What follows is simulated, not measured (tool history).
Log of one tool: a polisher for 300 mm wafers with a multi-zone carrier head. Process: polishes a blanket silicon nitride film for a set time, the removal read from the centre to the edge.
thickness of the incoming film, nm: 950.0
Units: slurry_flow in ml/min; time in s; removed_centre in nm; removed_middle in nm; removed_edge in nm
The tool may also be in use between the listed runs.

Run 1, day 0.000: slurry_flow 320 ml/min, centre_zone 1.00, middle_zone 1.00, edge_zone 1.00, time 75 s. Result: removed_centre 201.23 nm, removed_middle 204.24 nm, removed_edge 203.63 nm.
Run 2, day 0.162: slurry_flow 320 ml/min, centre_zone 1.00, middle_zone 1.00, edge_zone 1.00, time 67 s. Result: removed_centre 176.87 nm, removed_middle 181.19 nm, removed_edge 181.29 nm.
Run 3, day 0.358: slurry_flow 315 ml/min, centre_zone 0.97, middle_zone 1.00, edge_zone 0.97, time 66 s. Result: removed_centre 172.10 nm, removed_middle 175.71 nm, removed_edge 176.82 nm.
Run 4, day 0.446: slurry_flow 310 ml/min, centre_zone 0.94, middle_zone 1.02, edge_zone 0.96, time 65 s. Result: removed_centre 165.46 nm, removed_middle 178.62 nm, removed_edge 174.06 nm.
Run 5, day 0.554: slurry_flow 245 ml/min, centre_zone 0.94, middle_zone 1.02, edge_zone 0.96, time 65 s. Result: removed_centre 159.97 nm, removed_middle 172.76 nm, removed_edge 171.87 nm.
Run 6, day 0.838: slurry_flow 210 ml/min, centre_zone 0.94, middle_zone 1.02, edge_zone 0.96, time 65 s. Result: removed_centre 156.47 nm, removed_middle 170.60 nm, removed_edge 169.53 nm.
Run 7, day 1.012: slurry_flow 210 ml/min, centre_zone 0.92, middle_zone 1.03, edge_zone 0.94, time 64 s. Result: removed_centre 151.39 nm, removed_middle 167.74 nm, removed_edge 164.05 nm.
Run 8, day 1.212: slurry_flow 210 ml/min, centre_zone 0.91, middle_zone 1.04, edge_zone 0.93, time 64 s. Result: removed_centre 151.22 nm, removed_middle 170.40 nm, removed_edge 164.80 nm.
Run 9, day 1.271: slurry_flow 210 ml/min, centre_zone 0.90, middle_zone 1.04, edge_zone 0.92, time 64 s. Result: removed_centre 148.02 nm, removed_middle 173.94 nm, removed_edge 165.37 nm.
Run 10, day 1.300: slurry_flow 210 ml/min, centre_zone 0.90, middle_zone 1.04, edge_zone 0.91, time 63 s. Result: removed_centre 145.75 nm, removed_middle 167.66 nm, removed_edge 160.86 nm.
Run 11, day 1.529: slurry_flow 210 ml/min, centre_zone 0.89, middle_zone 1.04, edge_zone 0.90, time 63 s. Result: removed_centre 141.70 nm, removed_middle 167.52 nm, removed_edge 162.40 nm.
Run 12, day 1.567: slurry_flow 210 ml/min, centre_zone 0.89, middle_zone 1.04, edge_zone 0.90, time 63 s. Result: removed_centre 143.84 nm, removed_middle 168.25 nm, removed_edge 163.78 nm.

Run 13 comes next. What will it give?
Run 13, day 1.733: slurry_flow 210 ml/min, centre_zone 0.89, middle_zone 1.04, edge_zone 0.90, time 63 s. Result: removed_centre ?, removed_middle ?, removed_edge ?.

Run 13 gave removed_centre 144.67 nm, removed_middle 168.70 nm, removed_edge 161.51 nm.
